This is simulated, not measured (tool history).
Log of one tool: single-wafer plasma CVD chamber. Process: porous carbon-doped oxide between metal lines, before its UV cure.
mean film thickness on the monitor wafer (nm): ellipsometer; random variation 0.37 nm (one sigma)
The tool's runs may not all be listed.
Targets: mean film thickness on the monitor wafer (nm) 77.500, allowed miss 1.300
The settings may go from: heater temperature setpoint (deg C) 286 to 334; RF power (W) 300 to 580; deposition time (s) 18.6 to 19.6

| run | hour | heater temperature setpoint (deg C) | RF power (W) | deposition time (s) | mean film thickness on the monitor wafer (nm) |
|---|---|---|---|---|---|
| 1 | 0.0 | 310 | 440 | 19.6 | 94.922 |
| 2 | 8.0 | 310 | 400 | 19.6 | 86.124 |
| 3 | 10.1 | 310 | 350 | 19.6 | 74.707 |
| 4 | 15.3 | 320 | 350 | 19.6 | 71.922 |
| 5 | 18.7 | 320 | 350 | 19.6 | 72.104 |
| 6 | 25.2 | 314 | 350 | 19.6 | 73.015 |
| 7 | 30.5 | 312 | 350 | 19.6 | 74.474 |
| 8 | 38.1 | 312 | 350 | 19.6 | 73.690 |
| 9 | 42.8 | 310 | 350 | 19.6 | 74.878 |

Which of these 5 next moves meets every target?
| A | 47.5 | 323 | 370 | 19.6 | ? |
| B | 47.5 | 326 | 370 | 19.6 | ? |
| C | 47.5 | 298 | 355 | 18.8 | ? |
| D | 47.5 | 306 | 330 | 19.4 | ? |
| E | 47.5 | 314 | 365 | 18.6 | ? |

| move | mean film thickness on the monitor wafer (nm) |
|---|---|
| A | 74.787 |
| B | 73.796 |
| C | 77.565 |
| D | 70.916 |
| E | 73.065 |
A: as far off as the last run
B: further off than the last run
C: meets every target
D: further off than the last run
E: further off than the last run
The right move is C.

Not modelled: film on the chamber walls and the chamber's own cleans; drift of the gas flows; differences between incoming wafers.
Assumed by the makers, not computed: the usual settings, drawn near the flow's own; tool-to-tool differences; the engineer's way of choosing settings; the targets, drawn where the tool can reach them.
